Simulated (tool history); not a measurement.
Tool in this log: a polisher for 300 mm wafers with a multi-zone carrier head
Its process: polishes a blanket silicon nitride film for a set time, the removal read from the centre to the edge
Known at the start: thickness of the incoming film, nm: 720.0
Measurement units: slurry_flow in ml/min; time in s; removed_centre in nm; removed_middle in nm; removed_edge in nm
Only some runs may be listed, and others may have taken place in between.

run  hour  slurry_flow  centre_zone  middle_zone  edge_zone  time  removed_centre  removed_middle  removed_edge
  1     0          285            1            1          1    41          72.169          71.471        73.531
  2     1          280         1.02         0.98       1.02    41           71.82          70.535        74.212
  3   9.3          285         1.05         0.95       1.03    41          74.172          68.847        74.525
  4  11.4          220         1.05         0.95       1.03    41          72.345          66.947        73.115
  5  17.5          220         1.07         0.93       1.04    41           73.34          65.706        72.928
  6  21.2          220         1.07         0.93       1.04    49          86.944          78.118        87.351

The next listed run, before its measurement:
  7    22          215         1.08         0.91       1.04    48               ?               ?             ?

removed_centre: 86.816 nm
removed_middle: 75.211 nm
removed_edge: 86.411 nm
